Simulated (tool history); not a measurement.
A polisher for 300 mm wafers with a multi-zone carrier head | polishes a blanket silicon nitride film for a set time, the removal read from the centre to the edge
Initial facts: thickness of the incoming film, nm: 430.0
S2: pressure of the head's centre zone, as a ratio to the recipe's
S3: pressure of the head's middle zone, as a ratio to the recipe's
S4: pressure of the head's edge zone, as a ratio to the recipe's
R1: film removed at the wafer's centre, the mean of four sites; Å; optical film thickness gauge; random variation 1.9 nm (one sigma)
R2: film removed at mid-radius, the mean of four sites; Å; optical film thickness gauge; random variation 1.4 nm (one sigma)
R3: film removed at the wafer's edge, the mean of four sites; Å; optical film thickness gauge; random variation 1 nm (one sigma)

Run 1, hour 0.0: flow of slurry (ml/min) 185, S2 1.00, S3 1.00, S4 1.00, polishing time (s) 40. Result: R1 986.32 Å, R2 954.68 Å, R3 992.96 Å.
Run 2, hour 6.9: flow of slurry (ml/min) 185, S2 0.92, S3 1.00, S4 1.00, polishing time (s) 40. Result: R1 929.15 Å, R2 958.23 Å, R3 1002.70 Å.
Run 3, hour 15.6: flow of slurry (ml/min) 185, S2 0.92, S3 1.00, S4 1.00, polishing time (s) 30. Result: R1 698.65 Å, R2 716.68 Å, R3 742.81 Å.
Run 4, hour 16.9: flow of slurry (ml/min) 185, S2 0.92, S3 1.07, S4 1.00, polishing time (s) 30. Result: R1 688.40 Å, R2 756.50 Å, R3 763.67 Å.
Run 5, hour 21.1: flow of slurry (ml/min) 190, S2 0.95, S3 1.08, S4 1.00, polishing time (s) 32. Result: R1 737.11 Å, R2 812.46 Å, R3 795.02 Å.
Run 6, hour 24.0: flow of slurry (ml/min) 195, S2 0.97, S3 1.08, S4 1.00, polishing time (s) 34. Result: R1 821.13 Å, R2 870.47 Å, R3 855.13 Å.

Run 7 is up next; what results do you expect?
Run 7, hour 31.0: flow of slurry (ml/min) 200, S2 0.99, S3 1.09, S4 1.01, polishing time (s) 35. Result: R1 ?, R2 ?, R3 ?.

Run 7 produced R1 849.54 Å, R2 891.01 Å, R3 875.79 Å.

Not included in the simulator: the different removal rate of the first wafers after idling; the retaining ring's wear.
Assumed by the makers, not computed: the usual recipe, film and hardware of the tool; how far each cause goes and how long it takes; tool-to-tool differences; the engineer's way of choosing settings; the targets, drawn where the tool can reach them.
